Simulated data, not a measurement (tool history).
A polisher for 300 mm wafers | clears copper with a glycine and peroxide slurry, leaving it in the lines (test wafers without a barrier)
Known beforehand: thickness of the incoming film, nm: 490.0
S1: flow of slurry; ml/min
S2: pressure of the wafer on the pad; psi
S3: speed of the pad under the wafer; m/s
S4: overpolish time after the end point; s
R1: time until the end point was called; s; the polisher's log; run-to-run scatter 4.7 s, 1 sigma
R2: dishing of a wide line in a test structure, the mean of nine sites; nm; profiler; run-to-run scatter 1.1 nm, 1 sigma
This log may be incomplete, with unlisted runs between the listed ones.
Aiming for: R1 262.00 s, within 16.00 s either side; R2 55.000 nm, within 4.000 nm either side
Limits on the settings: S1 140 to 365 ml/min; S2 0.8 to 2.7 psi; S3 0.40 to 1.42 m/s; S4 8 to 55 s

run,day,S1,S2,S3,S4,R1,R2
1,0.000,235,1.7,0.90,28,176.72,46.562
2,0.046,215,1.7,0.90,28,186.50,47.208
3,0.096,215,1.7,0.90,20,184.64,35.062
4,0.129,210,1.6,0.88,22,193.80,36.966
5,0.433,210,1.6,0.88,17,201.78,29.383
6,0.633,210,1.8,0.88,17,182.83,30.833
7,0.667,210,1.7,0.88,19,189.65,32.771
8,0.892,210,1.6,0.88,21,192.58,34.428
9,1.138,210,1.5,0.86,23,207.96,35.340
10,1.250,210,1.1,0.80,37,271.27,41.228
11,1.462,210,1.1,0.80,38,269.30,42.715
12,1.662,210,1.1,0.80,39,273.97,44.071
13,1.783,210,1.1,0.80,40,270.42,46.088
14,2.025,210,1.2,0.80,43,253.08,50.862
15,2.321,210,1.1,0.80,45,269.34,47.211
16,2.558,210,1.1,0.80,46,274.22,49.540

Which single option among these 4 for the next run brings every result within its allowed miss of target? Just one does.
A,2.796,215,1.1,0.86,52,?,?
B,2.796,220,1.0,0.76,35,?,?
C,2.796,200,1.5,0.82,36,?,?
D,2.796,205,1.2,0.56,49,?,?

move,R1,R2
A,247.39,55.484
B,280.45,37.943
C,210.19,49.430
D,300.93,48.034
A: hits every target within its allowed miss
B: further off than the last run
C: further off than the last run
D: further off than the last run
Go with A: it meets all targets.
